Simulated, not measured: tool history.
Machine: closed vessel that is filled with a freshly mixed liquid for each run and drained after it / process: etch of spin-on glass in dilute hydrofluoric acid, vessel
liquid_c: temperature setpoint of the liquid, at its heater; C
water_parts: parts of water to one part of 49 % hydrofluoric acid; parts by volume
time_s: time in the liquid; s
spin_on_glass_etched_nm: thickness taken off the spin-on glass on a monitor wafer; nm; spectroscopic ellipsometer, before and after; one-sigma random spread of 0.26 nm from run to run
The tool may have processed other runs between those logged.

run  hour  liquid_c  water_parts  time_s  spin_on_glass_etched_nm
  1   0.0      25.0           65      85                   58.223
  2   2.0      22.0           65      85                   52.040
  3   6.1      21.0           70      85                   45.842
  4  13.5      21.0           50      85                   64.340
  5  17.1      20.0           60      85                   50.567
  6  25.5      19.5           65      85                   46.215
  7  26.4      19.0           70      85                   41.299
  8  28.3      18.5           75      85                   37.957

Predict the results of run 9:
     33.7  -- hydrofluoric acid flow meter replaced
  9  33.7      18.0           75      85                        ?

{"run 9": {"spin_on_glass_etched_nm": 34.922}}

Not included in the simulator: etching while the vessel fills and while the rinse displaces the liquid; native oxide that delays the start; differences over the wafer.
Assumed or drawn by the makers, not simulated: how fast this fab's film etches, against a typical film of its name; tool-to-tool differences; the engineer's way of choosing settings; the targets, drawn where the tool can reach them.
